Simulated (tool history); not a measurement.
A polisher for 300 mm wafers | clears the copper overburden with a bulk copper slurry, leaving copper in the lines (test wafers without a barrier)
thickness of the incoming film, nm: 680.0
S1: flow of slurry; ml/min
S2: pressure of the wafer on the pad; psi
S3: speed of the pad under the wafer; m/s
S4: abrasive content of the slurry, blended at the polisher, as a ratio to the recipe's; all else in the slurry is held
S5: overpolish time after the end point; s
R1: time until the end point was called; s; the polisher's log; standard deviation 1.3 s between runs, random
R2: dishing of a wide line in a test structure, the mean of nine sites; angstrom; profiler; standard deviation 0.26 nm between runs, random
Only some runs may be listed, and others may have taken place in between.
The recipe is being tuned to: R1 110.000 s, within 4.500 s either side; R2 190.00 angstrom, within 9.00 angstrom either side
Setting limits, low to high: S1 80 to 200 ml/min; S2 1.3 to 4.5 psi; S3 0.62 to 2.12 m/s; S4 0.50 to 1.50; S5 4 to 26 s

run  hour   S1   S2    S3    S4  S5       R1      R2
  1   0.0  130  2.9  1.36  1.00  13   50.213  888.69
  2   0.9  145  2.9  1.36  1.00  13   47.499  908.15
  3   8.3  165  2.9  1.36  1.00  13   47.592  903.66
  4  17.0  165  2.9  1.56  1.00  13   41.180  985.73
  5  22.0  170  2.6  1.42  1.00  12   48.992  808.07
  6  22.8  175  2.4  1.30  0.95  11   59.397  705.49
  7  24.2  140  1.6  0.92  1.20   5  122.970  207.08
  8  27.6  140  1.6  0.92  1.25   5  122.170  210.08
  9  32.9  130  1.6  0.94  1.30   5  122.050  212.31
 10  38.9  140  1.6  0.94  1.35   5  115.170  215.64
 11  43.6  145  1.6  0.94  1.35   5  115.790  221.74
     51.5  -- slurry nozzle cleaned
 12  51.5  135  1.6  0.96  1.35   5  103.760  235.62
 13  56.7  170  1.3  1.24  1.40   4   96.126  211.66
 14  65.1  200  1.3  0.94  1.50   4  118.810  171.33

Exactly one of the 5 candidate moves below puts every result within its allowed miss. Which one?
  A  73.5  185  1.5  0.80  1.50   4   ?   ?
  B  73.5  200  1.8  0.84  1.50   4   ?   ?
  C  73.5  200  1.3  0.90  1.50   4   ?   ?
  D  73.5  200  1.4  0.84  1.50   4   ?   ?
  E  73.5  200  1.3  1.04  1.45   4   ?   ?

move       R1      R2
   A  124.350  165.67
   B   98.773  205.49
   C  125.760  163.18
   D  125.290  164.14
   E  110.330  183.69
A: moves away from the targets compared with the last run
B: moves the result that the last run missed by most past its target, out the other side
C: moves away from the targets compared with the last run
D: moves away from the targets compared with the last run
E: in spec on every target
Go with E: it meets all targets.
